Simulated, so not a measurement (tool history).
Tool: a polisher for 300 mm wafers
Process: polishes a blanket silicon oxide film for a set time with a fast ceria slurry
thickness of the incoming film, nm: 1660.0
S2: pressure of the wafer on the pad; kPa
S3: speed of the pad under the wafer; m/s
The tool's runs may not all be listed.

run 1 day=0.000 | flow_of_slurry_(ml/min)=185 S2=20.7 S3=1.10 polishing_time_(s)=41 | film_removed_(Å)=6414.3
run 2 day=0.358 | flow_of_slurry_(ml/min)=185 S2=16.5 S3=1.10 polishing_time_(s)=41 | film_removed_(Å)=5165.0
run 3 day=0.496 | flow_of_slurry_(ml/min)=185 S2=14.5 S3=1.10 polishing_time_(s)=41 | film_removed_(Å)=4540.8
run 4 day=0.742 | flow_of_slurry_(ml/min)=190 S2=17.2 S3=1.10 polishing_time_(s)=41 | film_removed_(Å)=5448.7
run 5 day=1.117 | flow_of_slurry_(ml/min)=190 S2=17.2 S3=1.26 polishing_time_(s)=41 | film_removed_(Å)=6173.7
run 6 day=1.329 | flow_of_slurry_(ml/min)=190 S2=17.2 S3=0.98 polishing_time_(s)=41 | film_removed_(Å)=4819.1
run 7 day=1.508 | flow_of_slurry_(ml/min)=195 S2=20.0 S3=0.98 polishing_time_(s)=41 | film_removed_(Å)=5544.6
run 8 day=1.600 | flow_of_slurry_(ml/min)=195 S2=22.1 S3=0.98 polishing_time_(s)=41 | film_removed_(Å)=6119.5
run 9 day=1.854 | flow_of_slurry_(ml/min)=195 S2=24.1 S3=0.98 polishing_time_(s)=41 | film_removed_(Å)=6695.9
run 10 day=2.029 | flow_of_slurry_(ml/min)=195 S2=25.5 S3=1.00 polishing_time_(s)=41 | film_removed_(Å)=7214.0

The next listed run, before its measurement:
run 11 day=2.304 | flow_of_slurry_(ml/min)=195 S2=26.9 S3=1.02 polishing_time_(s)=41 | film_removed_(Å)=?

Run 11 gave film removed (Å) 7848.2.
